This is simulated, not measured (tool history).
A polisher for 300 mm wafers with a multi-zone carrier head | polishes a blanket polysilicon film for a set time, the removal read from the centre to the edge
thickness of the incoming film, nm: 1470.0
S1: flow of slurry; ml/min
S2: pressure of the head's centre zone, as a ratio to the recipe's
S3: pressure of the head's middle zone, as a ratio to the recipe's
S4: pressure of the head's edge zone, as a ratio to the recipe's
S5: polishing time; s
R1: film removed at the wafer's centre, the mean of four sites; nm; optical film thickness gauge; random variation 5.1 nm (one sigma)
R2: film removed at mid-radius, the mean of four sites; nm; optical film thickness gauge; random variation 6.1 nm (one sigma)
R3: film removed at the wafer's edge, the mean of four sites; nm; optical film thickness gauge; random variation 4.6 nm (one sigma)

run  hour   S1    S2    S3    S4  S5      R1      R2      R3
  1   0.0  285  1.00  1.00  1.00  57  373.74  363.35  370.97
  2   1.5  285  1.00  0.93  1.00  57  376.32  341.66  369.54
  3   3.3  285  0.97  0.93  1.00  57  358.15  348.01  370.46
  4   8.1  285  0.89  0.93  1.00  57  333.95  335.42  373.27
  5  14.2  290  0.92  0.95  1.03  61  367.12  370.03  403.77
  6  16.1  290  0.94  0.96  1.05  65  394.95  407.90  436.77
  7  21.4  295  0.97  0.96  1.07  67  425.16  417.85  454.48
  8  22.2  300  0.98  0.97  1.09  69  447.62  425.47  474.77
  9  28.8  300  0.99  0.99  1.10  70  462.07  451.08  481.68

The next listed run, before its measurement:
 10  31.8  305  0.99  1.00  1.11  71   ?   ?   ?

Run 10 gave R1 471.48 nm, R2 451.82 nm, R3 486.49 nm.
